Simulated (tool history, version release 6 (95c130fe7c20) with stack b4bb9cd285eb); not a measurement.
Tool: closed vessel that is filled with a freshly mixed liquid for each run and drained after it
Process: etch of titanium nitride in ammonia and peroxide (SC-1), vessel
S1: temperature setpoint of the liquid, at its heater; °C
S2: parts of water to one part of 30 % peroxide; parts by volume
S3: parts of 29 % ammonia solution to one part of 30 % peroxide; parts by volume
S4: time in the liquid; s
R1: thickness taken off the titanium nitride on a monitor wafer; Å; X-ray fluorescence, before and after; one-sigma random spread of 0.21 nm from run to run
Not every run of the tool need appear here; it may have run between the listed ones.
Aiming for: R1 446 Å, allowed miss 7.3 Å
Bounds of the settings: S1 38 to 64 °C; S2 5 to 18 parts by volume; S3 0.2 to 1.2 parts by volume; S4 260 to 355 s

{"run": 1, "hour": 0.0, "S1": 48, "S2": 10, "S3": 0.75, "S4": 355, "R1": 216.06}
{"run": 2, "hour": 7.2, "S1": 52.5, "S2": 10, "S3": 0.75, "S4": 355, "R1": 294.33}
{"run": 3, "hour": 13.9, "S1": 56.5, "S2": 10, "S3": 0.75, "S4": 355, "R1": 382.28}
{"run": 4, "hour": 22.7, "S1": 57, "S2": 10, "S3": 0.75, "S4": 355, "R1": 397}
{"run": 5, "hour": 30.8, "S1": 57.5, "S2": 10, "S3": 0.75, "S4": 355, "R1": 416.74}
{"run": 6, "hour": 32.3, "S1": 62, "S2": 10, "S3": 0.75, "S4": 355, "R1": 554.26}
{"run": 7, "hour": 35.0, "S1": 61.5, "S2": 10, "S3": 0.75, "S4": 355, "R1": 540.7}
{"run": 8, "hour": 38.7, "S1": 61, "S2": 10, "S3": 0.75, "S4": 355, "R1": 517.03}
{"run": 9, "hour": 40.2, "S1": 60.5, "S2": 10, "S3": 0.75, "S4": 355, "R1": 503.99}

5 candidate next runs follow, results not yet known. Just one meets every target within its allowed miss. Identify it.
{"run": "A", "hour": 41.7, "S1": 58, "S2": 8.5, "S3": 0.55, "S4": 350, "R1": "?"}
{"run": "B", "hour": 41.7, "S1": 59, "S2": 11, "S3": 0.65, "S4": 355, "R1": "?"}
{"run": "C", "hour": 41.7, "S1": 59.5, "S2": 9, "S3": 0.6, "S4": 320, "R1": "?"}
{"run": "D", "hour": 41.7, "S1": 57.5, "S2": 5, "S3": 0.75, "S4": 285, "R1": "?"}
{"run": "E", "hour": 41.7, "S1": 63.5, "S2": 16, "S3": 1.1, "S4": 310, "R1": "?"}

move=A R1=435.19
move=B R1=424.74
move=C R1=432.98
move=D R1=463.11
move=E R1=445.42
A: moves the result that the last run missed by most past its target, out the other side
B: moves the result that the last run missed by most past its target, out the other side
C: moves the result that the last run missed by most past its target, out the other side
D: an improvement on the last run, though not all results are within tolerance
E: meets every target
E meets every target.
